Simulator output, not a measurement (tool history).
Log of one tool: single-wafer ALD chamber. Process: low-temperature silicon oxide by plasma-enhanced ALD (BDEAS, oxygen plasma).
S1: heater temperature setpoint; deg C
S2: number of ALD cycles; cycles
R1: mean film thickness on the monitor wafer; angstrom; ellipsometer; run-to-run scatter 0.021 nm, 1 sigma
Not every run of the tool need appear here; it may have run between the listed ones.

Run 1, hour 0.0: S1 105 deg C, S2 38 cycles. Result: R1 58.492 angstrom.
Run 2, hour 3.7: S1 95 deg C, S2 38 cycles. Result: R1 59.977 angstrom.
Run 3, hour 9.7: S1 95 deg C, S2 42 cycles. Result: R1 66.683 angstrom.
Run 4, hour 17.3: S1 104 deg C, S2 42 cycles. Result: R1 65.272 angstrom.
Run 5, hour 18.5: S1 112 deg C, S2 42 cycles. Result: R1 64.208 angstrom.
Run 6, hour 20.0: S1 106 deg C, S2 42 cycles. Result: R1 64.861 angstrom.
Run 7, hour 22.6: S1 106 deg C, S2 42 cycles. Result: R1 64.860 angstrom.
Run 8, hour 23.9: S1 108 deg C, S2 41 cycles. Result: R1 62.897 angstrom.
Run 9, hour 25.3: S1 109 deg C, S2 40 cycles. Result: R1 61.192 angstrom.
Run 10, hour 30.5: S1 109 deg C, S2 40 cycles. Result: R1 61.349 angstrom.
Run 11, hour 35.8: S1 110 deg C, S2 39 cycles. Result: R1 59.983 angstrom.
Run 12, hour 37.7: S1 111 deg C, S2 38 cycles. Result: R1 58.672 angstrom.
Run 13, hour 40.8: S1 111 deg C, S2 37 cycles. Result: R1 56.952 angstrom.

Run 14 is up next; what results do you expect?
Run 14, hour 45.7: S1 112 deg C, S2 36 cycles. Result: R1 ?.

{"run 14": {"R1": 54.969}}

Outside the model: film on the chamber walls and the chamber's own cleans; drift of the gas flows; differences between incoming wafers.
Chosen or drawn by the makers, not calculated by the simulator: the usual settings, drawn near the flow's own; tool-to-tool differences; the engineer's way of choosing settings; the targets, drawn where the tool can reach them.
